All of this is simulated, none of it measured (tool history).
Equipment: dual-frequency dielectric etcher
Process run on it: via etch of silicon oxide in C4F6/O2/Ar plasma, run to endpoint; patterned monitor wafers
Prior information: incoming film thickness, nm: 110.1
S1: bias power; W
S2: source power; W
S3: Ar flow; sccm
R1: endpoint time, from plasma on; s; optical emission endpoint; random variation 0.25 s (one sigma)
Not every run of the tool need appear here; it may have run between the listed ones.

{"run": 1, "hour": 0.0, "S1": 421, "S2": 420, "S3": 390, "R1": 24.41}
{"run": 2, "hour": 3.3, "S1": 421, "S2": 420, "S3": 436, "R1": 24.531}
{"run": 3, "hour": 12.2, "S1": 492, "S2": 420, "S3": 436, "R1": 23.392}
{"run": 4, "hour": 16.0, "S1": 455, "S2": 390, "S3": 445, "R1": 25.312}
{"run": 5, "hour": 16.9, "S1": 492, "S2": 390, "S3": 445, "R1": 24.681}
{"run": 6, "hour": 17.8, "S1": 469, "S2": 370, "S3": 449, "R1": 25.814}
{"run": 7, "hour": 23.8, "S1": 447, "S2": 360, "S3": 451, "R1": 27.009}
{"run": 8, "hour": 29.3, "S1": 426, "S2": 350, "S3": 452, "R1": 27.939}
{"run": 9, "hour": 37.5, "S1": 410, "S2": 350, "S3": 453, "R1": 28.001}
{"run": 10, "hour": 38.8, "S1": 394, "S2": 340, "S3": 454, "R1": 29.736}

What will run 11 give?
{"run": 11, "hour": 45.7, "S1": 387, "S2": 340, "S3": 454, "R1": "?"}

Run 11 measured R1 29.398 s.
